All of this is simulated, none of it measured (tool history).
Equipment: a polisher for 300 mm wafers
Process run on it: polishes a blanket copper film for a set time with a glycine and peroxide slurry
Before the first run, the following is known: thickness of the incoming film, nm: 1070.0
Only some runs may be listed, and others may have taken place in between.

run,hour,flow of slurry (ml/min),pressure of the wafer on the pad (kPa),speed of the pad under the wafer (cm/s),polishing time (s),film removed (angstrom)
1,0,180,12.4,126,75,3219.5
2,7.1,180,13.8,128,75,3616.5
3,7.6,180,14.5,128,75,3770.7
4,8.7,180,15.2,128,75,3857.9
5,15.2,180,15.2,108,75,3530.8
6,18.7,160,15.2,108,75,3489.9
7,26.6,160,15.2,108,75,3447.2
8,31.1,160,15.9,110,75,3590.6

What does the tool deliver on the next run?
9,33.6,165,16.5,114,75,?

Run 9 came out at film removed (angstrom) 3839.6.
